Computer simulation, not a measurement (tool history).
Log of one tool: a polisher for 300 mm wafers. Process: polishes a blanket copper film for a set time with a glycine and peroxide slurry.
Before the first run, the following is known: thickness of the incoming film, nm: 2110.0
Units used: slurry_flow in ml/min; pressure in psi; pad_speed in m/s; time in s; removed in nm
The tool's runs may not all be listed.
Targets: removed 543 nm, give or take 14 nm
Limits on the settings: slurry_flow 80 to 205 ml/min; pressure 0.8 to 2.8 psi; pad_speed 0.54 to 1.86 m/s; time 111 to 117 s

run	hour	slurry_flow	pressure	pad_speed	time	removed
1	0	135	1.8	1.18	111	604.17
2	5.4	130	1.8	1.18	111	597.45
3	8.6	130	1.8	1.18	117	627.99
4	15.6	120	1.8	1.18	117	616.63
5	23.9	120	1.8	1.18	111	592.62
6	26.6	115	1.8	1.18	111	579.23
7	27.4	110	1.8	1.18	111	572.53
8	34.9	105	1.8	1.18	111	567.59

Pick the move, out of 5, that brings all results within their allowed miss; only one does.
A	42.4	90	1.8	1	114	?
B	42.4	105	1.4	1.32	113	?
C	42.4	110	1.8	1.18	112	?
D	42.4	105	1.4	1.38	116	?
E	42.4	130	1.9	1.16	114	?

move	removed
A	505.39
B	517.93
C	585.85
D	547.35
E	640.22
A: moves the result that the last run missed by most past its target, out the other side
B: moves the result that the last run missed by most past its target, out the other side
C: further off than the last run
D: every result lands within tolerance
E: further off than the last run
Correct choice: D, which meets every target
